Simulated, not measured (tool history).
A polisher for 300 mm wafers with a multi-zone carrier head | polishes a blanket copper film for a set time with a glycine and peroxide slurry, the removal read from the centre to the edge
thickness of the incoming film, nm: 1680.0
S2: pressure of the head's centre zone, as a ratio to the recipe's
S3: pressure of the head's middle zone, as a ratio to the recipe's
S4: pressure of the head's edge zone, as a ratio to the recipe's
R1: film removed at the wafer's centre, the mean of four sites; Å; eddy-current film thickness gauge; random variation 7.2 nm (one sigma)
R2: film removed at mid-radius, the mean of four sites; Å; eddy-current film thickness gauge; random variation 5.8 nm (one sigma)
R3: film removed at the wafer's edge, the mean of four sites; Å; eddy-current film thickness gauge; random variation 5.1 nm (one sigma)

run 1 hour=0 | flow_of_slurry_(ml/min)=135 S2=1 S3=1 S4=1 polishing_time_(s)=72 | R1=4766.4 R2=4530.9 R3=4371.4
run 2 hour=3 | flow_of_slurry_(ml/min)=135 S2=0.94 S3=1 S4=1 polishing_time_(s)=72 | R1=4544.8 R2=4407.2 R3=4303.8
run 3 hour=4.7 | flow_of_slurry_(ml/min)=135 S2=0.94 S3=1 S4=1.05 polishing_time_(s)=72 | R1=4437.2 R2=4502.5 R3=4384.6
run 4 hour=8.5 | flow_of_slurry_(ml/min)=145 S2=1 S3=0.99 S4=1.07 polishing_time_(s)=75 | R1=4946.8 R2=4682.6 R3=4569.1
-- hour=16.5 centre zone pressure recalibrated
run 5 hour=16.5 | flow_of_slurry_(ml/min)=145 S2=1.06 S3=0.99 S4=1.07 polishing_time_(s)=75 | R1=4963.3 R2=4642.8 R3=4573.5
run 6 hour=24.4 | flow_of_slurry_(ml/min)=145 S2=1.06 S3=0.99 S4=1.07 polishing_time_(s)=65 | R1=4161.3 R2=4114.6 R3=3983.4

The next listed run, before its measurement:
run 7 hour=28.5 | flow_of_slurry_(ml/min)=145 S2=1.06 S3=0.99 S4=1.07 polishing_time_(s)=72 | R1=? R2=? R3=?

{"run 7": {"R1": 4694.5, "R2": 4498.3, "R3": 4469.7}}
